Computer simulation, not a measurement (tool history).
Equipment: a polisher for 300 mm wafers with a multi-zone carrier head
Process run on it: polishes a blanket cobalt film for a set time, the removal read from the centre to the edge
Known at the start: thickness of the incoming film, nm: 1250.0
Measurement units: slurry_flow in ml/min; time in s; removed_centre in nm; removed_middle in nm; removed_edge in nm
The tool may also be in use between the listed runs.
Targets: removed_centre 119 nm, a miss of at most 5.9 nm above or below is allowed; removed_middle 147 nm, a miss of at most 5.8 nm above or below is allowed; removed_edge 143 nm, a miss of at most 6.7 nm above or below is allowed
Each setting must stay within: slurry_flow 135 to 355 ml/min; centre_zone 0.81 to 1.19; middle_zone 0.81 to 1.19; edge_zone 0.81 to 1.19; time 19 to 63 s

Run 1, hour 0: slurry_flow 225 ml/min, centre_zone 1, middle_zone 1, edge_zone 1, time 41 s. Result: removed_centre 189.3 nm, removed_middle 190.71 nm, removed_edge 191 nm.
Run 2, hour 8.1: slurry_flow 225 ml/min, centre_zone 1, middle_zone 0.93, edge_zone 1, time 41 s. Result: removed_centre 187.66 nm, removed_middle 176.89 nm, removed_edge 190.27 nm.
Run 3, hour 14.3: slurry_flow 280 ml/min, centre_zone 1, middle_zone 0.93, edge_zone 1, time 41 s. Result: removed_centre 198.74 nm, removed_middle 180.63 nm, removed_edge 201 nm.
Run 4, hour 16.9: slurry_flow 310 ml/min, centre_zone 1, middle_zone 0.93, edge_zone 1, time 41 s. Result: removed_centre 197.37 nm, removed_middle 180.32 nm, removed_edge 197.85 nm.
Run 5, hour 24.6: slurry_flow 305 ml/min, centre_zone 0.97, middle_zone 0.94, edge_zone 0.99, time 39 s. Result: removed_centre 178.76 nm, removed_middle 177.08 nm, removed_edge 186 nm.
Run 6, hour 31: slurry_flow 305 ml/min, centre_zone 0.97, middle_zone 0.94, edge_zone 0.91, time 39 s. Result: removed_centre 185.66 nm, removed_middle 174.62 nm, removed_edge 180.05 nm.
Run 7, hour 32.2: slurry_flow 300 ml/min, centre_zone 0.94, middle_zone 0.94, edge_zone 0.91, time 38 s. Result: removed_centre 169.54 nm, removed_middle 170.43 nm, removed_edge 178.83 nm.
Run 8, hour 35.2: slurry_flow 300 ml/min, centre_zone 0.93, middle_zone 0.95, edge_zone 0.9, time 37 s. Result: removed_centre 169.95 nm, removed_middle 165.17 nm, removed_edge 170.61 nm.

Next run, 4 choices. One meets every target within its allowed miss, the rest don't. Which?
Run A, hour 38.2: slurry_flow 310 ml/min, centre_zone 1.07, middle_zone 0.99, edge_zone 0.86, time 28 s. Result: removed_centre ?, removed_middle ?, removed_edge ?.
Run B, hour 38.2: slurry_flow 285 ml/min, centre_zone 1.01, middle_zone 1.18, edge_zone 0.81, time 29 s. Result: removed_centre ?, removed_middle ?, removed_edge ?.
Run C, hour 38.2: slurry_flow 320 ml/min, centre_zone 0.92, middle_zone 1.01, edge_zone 0.9, time 29 s. Result: removed_centre ?, removed_middle ?, removed_edge ?.
Run D, hour 38.2: slurry_flow 295 ml/min, centre_zone 0.81, middle_zone 1.01, edge_zone 0.93, time 31 s. Result: removed_centre ?, removed_middle ?, removed_edge ?.

move  removed_centre  removed_middle  removed_edge
   A          147.39          131.96        127.89
   B          142.87           157.5        127.84
   C          131.56          139.53         135.5
   D          122.59          148.05        146.17
A: better than the last run, though not everything is in spec
B: better than the last run, though not everything is in spec
C: better than the last run, though not everything is in spec
D: in spec on every target
Answer: D
